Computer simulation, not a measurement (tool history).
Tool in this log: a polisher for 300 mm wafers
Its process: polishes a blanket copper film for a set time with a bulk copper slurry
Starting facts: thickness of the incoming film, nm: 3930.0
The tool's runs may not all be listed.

run  hour  flow of slurry (ml/min)  pressure of the wafer on the pad (psi)  speed of the pad under the wafer (cm/s)  abrasive content of the slurry  polishing time (s)  film removed (Å)
  1     0                      130                                     2.1                                       96                               1                  71            4764.7
  2   3.5                      110                                     2.1                                       96                               1                  71            4590.7
  3  10.6                      110                                     1.9                                       96                               1                  71            4355.9
  4  13.9                      110                                     1.9                                       96                               1                  71            4249.2
  5    22                      110                                     1.9                                      112                               1                  71            4921.6
  6    30                      110                                     1.7                                      108                               1                  71            4524.2
  7  30.7                      110                                     1.6                                      104                               1                  71            4167.5
  8  37.5                      110                                     1.5                                      102                               1                  71            3909.3

Run 9 is up next; what results do you expect?
  9  40.5                      110                                     1.4                                      100                               1                  71                 ?

Run 9 yielded film removed (Å) 3738.7.
